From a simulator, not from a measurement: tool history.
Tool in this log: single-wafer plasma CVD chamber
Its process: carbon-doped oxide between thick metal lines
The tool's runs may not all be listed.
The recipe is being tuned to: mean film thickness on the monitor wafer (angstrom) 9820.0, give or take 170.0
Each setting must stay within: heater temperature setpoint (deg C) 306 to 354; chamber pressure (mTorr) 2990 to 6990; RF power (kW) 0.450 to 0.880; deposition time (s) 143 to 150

run  hour  heater temperature setpoint (deg C)  chamber pressure (mTorr)  RF power (kW)  deposition time (s)  mean film thickness on the monitor wafer (angstrom)
  1   0.0                                  330                      4990          0.665                  150                                               9109.2
  2   4.3                                  327                      5150          0.670                  150                                               9324.5
  3  13.3                                  325                      5230          0.670                  150                                               9367.9
  4  21.2                                  323                      5340          0.670                  150                                               9493.8
  5  25.1                                  323                      4530          0.670                  150                                               9125.8
  6  27.4                                  323                      4530          0.670                  143                                               8776.6
  7  35.1                                  321                      4840          0.675                  143                                               8993.4
  8  42.8                                  321                      4840          0.675                  143                                               8895.7
  9  46.0                                  321                      5170          0.685                  143                                               9153.5

Below are 5 possible settings for the next run. Only one of them brings all results inside the allowed miss of their targets. Which is it?
  A  49.2                                  324                      4660          0.730                  148                                                    ?
  B  49.2                                  330                      4770          0.715                  143                                                    ?
  C  49.2                                  317                      4660          0.635                  143                                                    ?
  D  49.2                                  320                      5060          0.645                  143                                                    ?
  E  49.2                                  319                      5700          0.700                  148                                                    ?

move  mean film thickness on the monitor wafer (angstrom)
   A                                               9385.2
   B                                               8806.1
   C                                               8607.7
   D                                               8733.1
   E                                               9726.1
A: nearer than the last run, and not there yet
B: its largest miss is bigger than the last run's
C: its largest miss is bigger than the last run's
D: its largest miss is bigger than the last run's
E: in spec on every target
E meets every target.
